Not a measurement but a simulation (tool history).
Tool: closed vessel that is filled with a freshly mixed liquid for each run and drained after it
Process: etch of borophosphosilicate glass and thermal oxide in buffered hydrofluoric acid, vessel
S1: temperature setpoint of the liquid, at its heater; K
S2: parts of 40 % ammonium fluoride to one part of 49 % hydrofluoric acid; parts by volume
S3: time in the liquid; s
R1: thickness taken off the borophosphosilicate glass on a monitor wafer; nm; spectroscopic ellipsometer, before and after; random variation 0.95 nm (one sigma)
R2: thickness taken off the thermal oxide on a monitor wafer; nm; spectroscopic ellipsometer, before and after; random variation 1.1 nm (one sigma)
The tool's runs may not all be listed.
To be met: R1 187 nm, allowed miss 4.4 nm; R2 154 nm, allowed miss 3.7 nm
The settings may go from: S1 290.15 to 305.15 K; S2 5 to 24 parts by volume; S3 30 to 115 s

run  hour      S1    S2  S3      R1      R2
  1     0  297.15  14.5  60  53.216  44.004
  2   2.1  297.15    17  60  45.381  37.752
  3   4.8  297.15    17  45  33.779  28.129
  4   8.8  298.65    17  45  37.073   30.42
  5  15.6  298.65  14.5  45  43.459  35.493
  6  24.3  300.15  14.5  45  46.771  38.588
  7  30.6  301.15    13  50  60.914   50.16
  8  39.8  301.65  11.5  55   77.92      64

Which of these 4 next moves meets every target?
  A    49  303.65   7.5   75   ?   ?
  B    49  304.15     9  100   ?   ?
  C    49  302.65     8   90   ?   ?
  D    49  305.15  12.5  115   ?   ?

move      R1      R2
   A  173.83  143.83
   B  194.92   161.6
   C   184.6  152.76
   D  177.43  147.46
A: nearer than the last run, and not there yet
B: takes the result that was furthest off past its target
C: meets every target
D: nearer than the last run, and not there yet
Move C is the one to make.

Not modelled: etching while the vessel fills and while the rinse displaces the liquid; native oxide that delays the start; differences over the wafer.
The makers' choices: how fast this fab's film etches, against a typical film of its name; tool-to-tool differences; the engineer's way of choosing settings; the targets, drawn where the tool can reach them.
